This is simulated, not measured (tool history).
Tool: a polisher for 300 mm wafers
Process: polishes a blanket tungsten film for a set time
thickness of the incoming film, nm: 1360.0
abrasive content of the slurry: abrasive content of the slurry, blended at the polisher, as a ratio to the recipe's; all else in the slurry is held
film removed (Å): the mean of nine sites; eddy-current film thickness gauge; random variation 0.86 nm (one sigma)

run	hour	flow of slurry (ml/min)	pressure of the wafer on the pad (kPa)	speed of the pad under the wafer (m/s)	abrasive content of the slurry	polishing time (s)	film removed (Å)
1	0	185	17.9	0.96	1	42	1223.8
2	7.5	185	17.9	0.96	0.8	42	1153.3
3	13.9	185	15.2	0.94	0.8	42	1022.4
4	16.7	185	15.2	0.94	0.9	42	1032.4
5	24	185	13.1	0.9	0.9	42	916.96
6	25.8	185	13.1	0.9	1.1	42	968.68

Run 7 comes next. What will it give?
7	29.7	185	11.7	0.84	1.1	42	?

Run 7 gave film removed (Å) 878.29.
